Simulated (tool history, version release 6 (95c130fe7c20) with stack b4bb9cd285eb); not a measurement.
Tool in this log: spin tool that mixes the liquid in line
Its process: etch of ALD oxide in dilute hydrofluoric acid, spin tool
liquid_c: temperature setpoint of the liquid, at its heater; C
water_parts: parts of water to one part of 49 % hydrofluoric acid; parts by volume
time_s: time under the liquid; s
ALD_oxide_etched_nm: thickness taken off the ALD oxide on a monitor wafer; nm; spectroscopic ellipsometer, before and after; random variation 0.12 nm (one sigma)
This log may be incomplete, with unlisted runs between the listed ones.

| run | hour | liquid_c | water_parts | time_s | ALD_oxide_etched_nm |
|---|---|---|---|---|---|
| 1 | 0.0 | 24.0 | 185 | 125 | 18.384 |
| 2 | 4.4 | 24.0 | 125 | 125 | 29.359 |
| 3 | 10.8 | 24.0 | 125 | 125 | 29.247 |
| 4 | 16.2 | 24.0 | 85 | 125 | 44.870 |
| 5 | 17.8 | 22.5 | 105 | 125 | 33.386 |
| 6 | 20.5 | 25.5 | 105 | 125 | 37.399 |
| 7 | 25.9 | 23.5 | 120 | 125 | 30.161 |

What will run 8 give?
| 8 | 34.2 | 19.5 | 170 | 125 | ? |

ALD_oxide_etched_nm: 17.136 nm

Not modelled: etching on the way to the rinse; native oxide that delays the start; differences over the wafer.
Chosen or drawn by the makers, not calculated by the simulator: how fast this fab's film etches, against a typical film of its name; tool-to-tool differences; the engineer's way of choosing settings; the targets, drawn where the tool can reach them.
